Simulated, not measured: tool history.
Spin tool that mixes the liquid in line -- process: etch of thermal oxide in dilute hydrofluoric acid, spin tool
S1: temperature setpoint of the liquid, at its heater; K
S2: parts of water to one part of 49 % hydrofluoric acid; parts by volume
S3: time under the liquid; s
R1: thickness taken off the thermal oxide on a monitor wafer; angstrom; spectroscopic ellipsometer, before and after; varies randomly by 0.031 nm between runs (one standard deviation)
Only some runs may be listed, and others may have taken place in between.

{"run": 1, "hour": 0.0, "S1": 296.15, "S2": 145, "S3": 80, "R1": 21.703}
{"run": 2, "hour": 1.8, "S1": 297.15, "S2": 135, "S3": 80, "R1": 24.443}
{"run": 3, "hour": 3.5, "S1": 298.15, "S2": 125, "S3": 80, "R1": 27.711}
{"run": 4, "hour": 10.1, "S1": 301.15, "S2": 125, "S3": 80, "R1": 31.248}
{"run": 5, "hour": 12.5, "S1": 304.15, "S2": 125, "S3": 80, "R1": 35.015}
{"run": 6, "hour": 15.1, "S1": 304.15, "S2": 125, "S3": 65, "R1": 28.496}
{"run": 7, "hour": 16.7, "S1": 304.15, "S2": 115, "S3": 65, "R1": 31.419}
{"run": 8, "hour": 20.1, "S1": 304.15, "S2": 105, "S3": 65, "R1": 34.952}
{"run": 9, "hour": 22.2, "S1": 304.15, "S2": 95, "S3": 65, "R1": 39.178}
{"run": 10, "hour": 25.3, "S1": 304.15, "S2": 90, "S3": 65, "R1": 41.405}
{"run": 11, "hour": 31.3, "S1": 304.15, "S2": 85, "S3": 65, "R1": 44.156}

Estimate the outcome of run 12 from the log above:
{"run": 12, "hour": 40.3, "S1": 304.15, "S2": 80, "S3": 65, "R1": "?"}

R1: 47.633 angstrom

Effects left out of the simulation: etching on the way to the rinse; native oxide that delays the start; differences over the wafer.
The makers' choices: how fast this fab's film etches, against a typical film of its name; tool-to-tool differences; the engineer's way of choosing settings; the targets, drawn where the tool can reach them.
